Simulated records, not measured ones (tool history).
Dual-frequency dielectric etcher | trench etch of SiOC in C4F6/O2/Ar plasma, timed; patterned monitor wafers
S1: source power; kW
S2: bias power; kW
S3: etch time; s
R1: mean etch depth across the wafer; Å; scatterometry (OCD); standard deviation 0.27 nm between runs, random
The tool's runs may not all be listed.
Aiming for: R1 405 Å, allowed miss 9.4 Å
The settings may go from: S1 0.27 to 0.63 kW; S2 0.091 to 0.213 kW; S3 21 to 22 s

run,day,S1,S2,S3,R1
1,0,0.45,0.152,21,457.71
2,0.325,0.45,0.152,22,483.45
3,0.608,0.45,0.152,22,481.93
4,0.858,0.45,0.152,22,488.19
5,0.921,0.42,0.146,22,458.07
6,1.288,0.42,0.166,22,483.27
7,1.596,0.39,0.164,22,468.01
8,1.779,0.37,0.161,22,455.81
9,1.917,0.35,0.158,22,443.11
10,1.962,0.35,0.158,22,444.68
11,2.05,0.33,0.155,22,430.21
12,2.267,0.32,0.154,22,429.88
13,2.296,0.31,0.152,22,423.14
14,2.521,0.3,0.151,22,415.78

Exercise: of the 4 proposed moves below, exactly one satisfies all targets within the stated allowed misses. Which move is it?
A,2.746,0.37,0.129,21,?
B,2.746,0.28,0.168,22,?
C,2.746,0.28,0.176,22,?
D,2.746,0.27,0.147,21,?

move,R1
A,412.03
B,423.91
C,430.37
D,382.8
A: in spec on every target
B: further off than the last run
C: further off than the last run
D: carries the result that was furthest off beyond its target, to the other side
The move that meets every target is A.
